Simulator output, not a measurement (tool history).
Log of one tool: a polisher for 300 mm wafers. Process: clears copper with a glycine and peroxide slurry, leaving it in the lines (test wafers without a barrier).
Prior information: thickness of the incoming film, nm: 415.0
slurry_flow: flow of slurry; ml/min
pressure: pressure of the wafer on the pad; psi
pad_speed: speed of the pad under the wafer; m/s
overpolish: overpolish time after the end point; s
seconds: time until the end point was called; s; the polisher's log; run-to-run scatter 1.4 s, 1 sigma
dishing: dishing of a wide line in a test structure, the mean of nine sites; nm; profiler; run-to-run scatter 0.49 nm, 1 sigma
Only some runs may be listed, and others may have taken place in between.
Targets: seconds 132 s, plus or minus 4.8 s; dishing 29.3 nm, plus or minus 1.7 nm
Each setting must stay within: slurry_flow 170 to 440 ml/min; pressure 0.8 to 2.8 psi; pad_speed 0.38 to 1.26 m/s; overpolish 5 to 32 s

run  hour  slurry_flow  pressure  pad_speed  overpolish  seconds  dishing
  1     0          280       1.8       0.82          16   128.68   37.772
  2   0.5          280       1.8       0.82          23   127.23   50.992
  3   5.8          280       1.8       0.82          29   127.78   61.698
  4  11.1          280       1.8       0.82          27   128.36   57.959
  5  19.4          280       1.8       0.82          21   128.36    47.38
  6  22.8          325       1.8       0.82          21   124.25   48.818
  7  28.8          320       1.8       0.82          20   126.62       47
  8  30.7          315       1.8       0.82          19   128.39   44.111
  9  33.2          315       1.8       0.82          18   124.69   41.739
     34.8  -- head pressure recalibrated
 10  34.8          315       1.8       0.82          17   125.02   41.944
 11  39.8          310       1.8       0.82          16    124.5   39.245
 12  48.5          305       1.8       0.82          15   122.01   37.088
 13  56.5          300       1.8       0.82          15   124.32    36.55
 14  65.2          295       1.8       0.82          15   122.65   38.009

Consider the 5 candidate settings below. Which is the only one whose results all fall within their allowed miss of target?
  A  73.9          335       1.7       0.82          14        ?        ?
  B  73.9          260       1.9       0.78          14        ?        ?
  C  73.9          275       2.2        0.8          17        ?        ?
  D  73.9          315       1.9       0.82          25        ?        ?
  E  73.9          375       1.7       0.76          12        ?        ?

move  seconds  dishing
   A   127.56   33.802
   B   126.47   34.191
   C   113.94   44.532
   D   120.62   58.119
   E   133.27   28.349
A: better than the last run, though not everything is in spec
B: better than the last run, though not everything is in spec
C: misses by more than the last run did
D: misses by more than the last run did
E: each result inside its tolerance
Correct choice: E, which meets every target
